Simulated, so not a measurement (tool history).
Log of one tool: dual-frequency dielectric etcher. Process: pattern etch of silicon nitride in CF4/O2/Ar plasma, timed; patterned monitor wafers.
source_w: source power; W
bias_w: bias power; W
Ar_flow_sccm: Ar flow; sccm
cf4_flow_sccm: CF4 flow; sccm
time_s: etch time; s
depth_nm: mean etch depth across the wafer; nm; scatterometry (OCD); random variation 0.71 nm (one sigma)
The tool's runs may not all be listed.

run,hour,source_w,bias_w,Ar_flow_sccm,cf4_flow_sccm,time_s,depth_nm
1,0,500,61,81,114,149,338.49
2,7.5,500,61,81,100,149,335.37
3,15.6,490,61,81,100,149,329.99
4,19.1,480,61,81,100,149,327.8
5,25.8,480,61,81,87,149,323.89
6,34.5,480,61,81,87,156,336.75
7,41.6,470,61,81,87,156,333.64
8,47.3,460,61,81,87,156,331.19
9,52,450,61,81,87,156,326.98
10,58.3,440,61,81,87,156,323.31

The next listed run, before its measurement:
11,65.1,430,61,81,87,156,?

{"run 11": {"depth_nm": 320.41}}

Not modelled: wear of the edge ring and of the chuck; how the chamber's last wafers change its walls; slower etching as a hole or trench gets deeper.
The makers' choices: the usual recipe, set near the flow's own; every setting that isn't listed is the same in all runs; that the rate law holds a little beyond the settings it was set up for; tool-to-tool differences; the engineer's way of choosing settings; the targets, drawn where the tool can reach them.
